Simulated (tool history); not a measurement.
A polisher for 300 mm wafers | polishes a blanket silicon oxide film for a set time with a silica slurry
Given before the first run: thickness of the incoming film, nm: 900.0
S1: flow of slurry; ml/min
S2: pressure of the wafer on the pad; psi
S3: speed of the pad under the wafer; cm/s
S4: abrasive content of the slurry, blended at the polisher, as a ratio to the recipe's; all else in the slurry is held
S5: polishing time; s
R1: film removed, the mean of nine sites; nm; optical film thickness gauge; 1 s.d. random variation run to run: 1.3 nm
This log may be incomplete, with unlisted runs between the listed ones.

{"run": 1, "hour": 0.0, "S1": 135, "S2": 3.8, "S3": 102, "S4": 1.0, "S5": 30, "R1": 83.709}
{"run": 2, "hour": 2.4, "S1": 135, "S2": 3.8, "S3": 78, "S4": 1.0, "S5": 30, "R1": 70.863}
{"run": 3, "hour": 10.5, "S1": 135, "S2": 3.8, "S3": 78, "S4": 1.1, "S5": 30, "R1": 71.075}
{"run": 4, "hour": 13.0, "S1": 135, "S2": 3.8, "S3": 78, "S4": 1.1, "S5": 30, "R1": 72.764}
{"run": 5, "hour": 16.7, "S1": 135, "S2": 3.8, "S3": 60, "S4": 1.1, "S5": 30, "R1": 62.085}
{"run": 6, "hour": 17.9, "S1": 135, "S2": 4.0, "S3": 60, "S4": 1.1, "S5": 30, "R1": 62.973}
{"run": 7, "hour": 19.9, "S1": 135, "S2": 4.2, "S3": 62, "S4": 1.1, "S5": 30, "R1": 67.189}
{"run": 8, "hour": 28.6, "S1": 135, "S2": 4.4, "S3": 64, "S4": 1.1, "S5": 30, "R1": 74.819}

The next listed run, before its measurement:
{"run": 9, "hour": 31.5, "S1": 135, "S2": 4.5, "S3": 64, "S4": 1.1, "S5": 30, "R1": "?"}

{"run 9": {"R1": 75.455}}
